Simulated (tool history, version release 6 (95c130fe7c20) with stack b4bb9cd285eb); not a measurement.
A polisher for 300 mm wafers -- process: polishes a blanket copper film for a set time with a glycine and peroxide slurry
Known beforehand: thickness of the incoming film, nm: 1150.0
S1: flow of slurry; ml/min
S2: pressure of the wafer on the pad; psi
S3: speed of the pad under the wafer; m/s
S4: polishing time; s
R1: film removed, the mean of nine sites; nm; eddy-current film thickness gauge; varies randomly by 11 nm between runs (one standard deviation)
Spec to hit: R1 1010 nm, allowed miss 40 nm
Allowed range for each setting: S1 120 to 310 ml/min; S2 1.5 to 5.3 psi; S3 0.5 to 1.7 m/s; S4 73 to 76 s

Run 1, day 0: S1 200 ml/min, S2 3.4 psi, S3 1.1 m/s, S4 73 s. Result: R1 586.93 nm.
Run 2, day 0.167: S1 200 ml/min, S2 3.4 psi, S3 1 m/s, S4 73 s. Result: R1 533.45 nm.
Run 3, day 0.238: S1 200 ml/min, S2 3.4 psi, S3 1 m/s, S4 73 s. Result: R1 538.98 nm.
Run 4, day 0.454: S1 200 ml/min, S2 3.9 psi, S3 1.04 m/s, S4 73 s. Result: R1 610.02 nm.
Run 5, day 0.625: S1 200 ml/min, S2 4.2 psi, S3 1.1 m/s, S4 73 s. Result: R1 662.68 nm.
Run 6, day 0.904: S1 200 ml/min, S2 4.5 psi, S3 1.18 m/s, S4 73 s. Result: R1 737.1 nm.
Run 7, day 1.046: S1 200 ml/min, S2 4.7 psi, S3 1.24 m/s, S4 73 s. Result: R1 792 nm.
Run 8, day 1.271: S1 200 ml/min, S2 4.8 psi, S3 1.28 m/s, S4 73 s. Result: R1 805.43 nm.
Run 9, day 1.554: S1 200 ml/min, S2 4.9 psi, S3 1.34 m/s, S4 73 s. Result: R1 876.53 nm.
Run 10, day 1.796: S1 205 ml/min, S2 5.3 psi, S3 1.38 m/s, S4 73 s. Result: R1 947.9 nm.
Run 11, day 1.854: S1 205 ml/min, S2 5.3 psi, S3 1.4 m/s, S4 73 s. Result: R1 938.44 nm.

Which single option among these 5 for the next run brings every result within its allowed miss of target? Just one does.
Run A, day 1.912: S1 215 ml/min, S2 5.2 psi, S3 1.34 m/s, S4 74 s. Result: R1 ?.
Run B, day 1.912: S1 210 ml/min, S2 5.3 psi, S3 1.58 m/s, S4 76 s. Result: R1 ?.
Run C, day 1.912: S1 210 ml/min, S2 4.8 psi, S3 1.28 m/s, S4 73 s. Result: R1 ?.
Run D, day 1.912: S1 270 ml/min, S2 4.9 psi, S3 1.32 m/s, S4 73 s. Result: R1 ?.
Run E, day 1.912: S1 195 ml/min, S2 5.3 psi, S3 1.44 m/s, S4 75 s. Result: R1 ?.

move      R1
   A  918.12
   B  1106.5
   C  820.79
   D  878.27
   E   994.8
A: the biggest miss grows against the last run
B: moves the result that the last run missed by most past its target, out the other side
C: the biggest miss grows against the last run
D: the biggest miss grows against the last run
E: every result lands within tolerance
The right move is E.
